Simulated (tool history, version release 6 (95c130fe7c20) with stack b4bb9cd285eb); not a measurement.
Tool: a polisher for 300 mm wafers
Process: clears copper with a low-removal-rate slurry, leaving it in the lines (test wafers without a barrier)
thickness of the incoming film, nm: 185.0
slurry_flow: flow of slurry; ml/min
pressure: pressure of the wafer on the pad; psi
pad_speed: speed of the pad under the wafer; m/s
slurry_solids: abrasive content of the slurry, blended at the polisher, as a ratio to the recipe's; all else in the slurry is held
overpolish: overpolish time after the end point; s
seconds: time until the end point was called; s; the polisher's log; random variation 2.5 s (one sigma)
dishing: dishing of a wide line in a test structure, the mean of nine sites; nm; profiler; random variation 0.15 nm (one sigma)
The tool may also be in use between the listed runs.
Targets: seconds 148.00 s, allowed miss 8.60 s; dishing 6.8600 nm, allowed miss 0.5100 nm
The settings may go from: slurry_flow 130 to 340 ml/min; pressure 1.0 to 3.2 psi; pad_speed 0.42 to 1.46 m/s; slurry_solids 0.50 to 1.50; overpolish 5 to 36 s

Run 1, hour 0.0: slurry_flow 220 ml/min, pressure 2.1 psi, pad_speed 0.94 m/s, slurry_solids 1.00, overpolish 18 s. Result: seconds 115.28 s, dishing 19.6840 nm.
Run 2, hour 3.3: slurry_flow 220 ml/min, pressure 2.1 psi, pad_speed 0.94 m/s, slurry_solids 1.00, overpolish 14 s. Result: seconds 111.77 s, dishing 15.6240 nm.
Run 3, hour 6.8: slurry_flow 220 ml/min, pressure 2.1 psi, pad_speed 0.74 m/s, slurry_solids 1.00, overpolish 14 s. Result: seconds 136.88 s, dishing 13.6110 nm.
Run 4, hour 15.2: slurry_flow 225 ml/min, pressure 2.0 psi, pad_speed 0.72 m/s, slurry_solids 1.05, overpolish 12 s. Result: seconds 143.66 s, dishing 10.8820 nm.
Run 5, hour 17.3: slurry_flow 225 ml/min, pressure 2.0 psi, pad_speed 0.72 m/s, slurry_solids 0.95, overpolish 12 s. Result: seconds 145.46 s, dishing 11.3610 nm.
Run 6, hour 24.1: slurry_flow 225 ml/min, pressure 2.4 psi, pad_speed 0.72 m/s, slurry_solids 0.95, overpolish 12 s. Result: seconds 121.62 s, dishing 13.1100 nm.
Run 7, hour 25.3: slurry_flow 235 ml/min, pressure 2.3 psi, pad_speed 0.70 m/s, slurry_solids 1.00, overpolish 10 s. Result: seconds 129.18 s, dishing 10.9800 nm.
Run 8, hour 33.2: slurry_flow 295 ml/min, pressure 1.7 psi, pad_speed 0.70 m/s, slurry_solids 1.25, overpolish 5 s. Result: seconds 159.67 s, dishing 4.6398 nm.
Run 9, hour 38.6: slurry_flow 280 ml/min, pressure 1.8 psi, pad_speed 0.70 m/s, slurry_solids 1.20, overpolish 5 s. Result: seconds 152.58 s, dishing 5.1228 nm.
Run 10, hour 45.1: slurry_flow 260 ml/min, pressure 2.0 psi, pad_speed 0.68 m/s, slurry_solids 1.10, overpolish 11 s. Result: seconds 149.04 s, dishing 10.2860 nm.
Run 11, hour 50.2: slurry_flow 260 ml/min, pressure 1.9 psi, pad_speed 0.70 m/s, slurry_solids 1.15, overpolish 10 s. Result: seconds 148.21 s, dishing 9.6870 nm.
Run 12, hour 58.9: slurry_flow 260 ml/min, pressure 1.9 psi, pad_speed 0.74 m/s, slurry_solids 1.10, overpolish 10 s. Result: seconds 144.58 s, dishing 9.5871 nm.
At hour 67.5: slurry nozzle cleaned.
Run 13, hour 67.5: slurry_flow 250 ml/min, pressure 1.9 psi, pad_speed 0.74 m/s, slurry_solids 1.15, overpolish 10 s. Result: seconds 140.95 s, dishing 10.2560 nm.
Run 14, hour 68.3: slurry_flow 265 ml/min, pressure 1.9 psi, pad_speed 0.74 m/s, slurry_solids 1.15, overpolish 10 s. Result: seconds 140.04 s, dishing 9.8640 nm.

Which of these 5 next moves meets every target?
Run A, hour 69.1: slurry_flow 270 ml/min, pressure 1.4 psi, pad_speed 0.84 m/s, slurry_solids 1.05, overpolish 7 s. Result: seconds ?, dishing ?.
Run B, hour 69.1: slurry_flow 245 ml/min, pressure 1.4 psi, pad_speed 1.00 m/s, slurry_solids 1.25, overpolish 6 s. Result: seconds ?, dishing ?.
Run C, hour 69.1: slurry_flow 275 ml/min, pressure 2.1 psi, pad_speed 0.62 m/s, slurry_solids 1.05, overpolish 7 s. Result: seconds ?, dishing ?.
Run D, hour 69.1: slurry_flow 220 ml/min, pressure 1.9 psi, pad_speed 0.82 m/s, slurry_solids 1.30, overpolish 13 s. Result: seconds ?, dishing ?.
Run E, hour 69.1: slurry_flow 330 ml/min, pressure 1.7 psi, pad_speed 0.66 m/s, slurry_solids 1.05, overpolish 8 s. Result: seconds ?, dishing ?.

move  seconds  dishing
   A   175.71   5.8951
   B   149.21   5.9461
   C   148.65   6.9016
   D   130.28  13.2800
   E   171.70   6.8212
A: takes the result that was furthest off past its target
B: takes the result that was furthest off past its target
C: meets every target
D: further off than the last run
E: brings the result that was furthest off to its target, and leaves another outside
Move C is the one to make.

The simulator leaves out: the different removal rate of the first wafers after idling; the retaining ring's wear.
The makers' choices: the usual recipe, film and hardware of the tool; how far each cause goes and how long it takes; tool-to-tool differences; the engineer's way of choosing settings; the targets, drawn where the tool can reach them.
